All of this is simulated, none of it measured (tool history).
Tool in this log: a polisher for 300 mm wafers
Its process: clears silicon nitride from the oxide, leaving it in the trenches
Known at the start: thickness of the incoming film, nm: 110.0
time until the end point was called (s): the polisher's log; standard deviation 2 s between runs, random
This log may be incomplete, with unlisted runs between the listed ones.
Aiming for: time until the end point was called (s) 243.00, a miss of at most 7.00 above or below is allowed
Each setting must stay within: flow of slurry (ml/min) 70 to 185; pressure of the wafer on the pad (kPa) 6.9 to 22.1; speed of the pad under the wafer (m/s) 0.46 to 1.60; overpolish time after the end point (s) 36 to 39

run	hour	flow of slurry (ml/min)	pressure of the wafer on the pad (kPa)	speed of the pad under the wafer (m/s)	overpolish time after the end point (s)	time until the end point was called (s)
1	0.0	120	14.5	1.02	36	156.09
2	8.2	140	14.5	1.02	36	150.75
3	9.4	140	14.5	1.02	39	148.91
4	11.5	140	14.5	1.02	36	149.83
5	18.2	130	13.1	1.02	36	169.30
6	18.8	120	11.7	1.02	36	188.74
7	23.3	95	8.3	1.02	36	283.28
8	32.2	105	8.3	1.02	36	274.53
9	33.3	115	8.3	1.02	36	265.88
10	35.5	120	8.3	1.02	36	261.90
11	37.7	125	8.3	1.02	36	263.65
12	39.1	135	9.7	1.02	36	220.80
13	44.6	110	9.7	1.02	36	234.97

Exercise: of the 5 proposed moves below, exactly one satisfies all targets within the stated allowed misses. Which move is it?
A	50.1	80	11.7	0.92	36	?
B	50.1	115	9.7	0.96	36	?
C	50.1	145	11.7	0.70	39	?
D	50.1	115	10.3	0.94	38	?
E	50.1	120	11.0	0.82	36	?

move	time until the end point was called (s)
A	225.77
B	238.07
C	223.43
D	225.61
E	226.72
A: moves away from the targets compared with the last run
B: every result within its allowed miss
C: moves away from the targets compared with the last run
D: moves away from the targets compared with the last run
E: moves away from the targets compared with the last run
The right move is B.
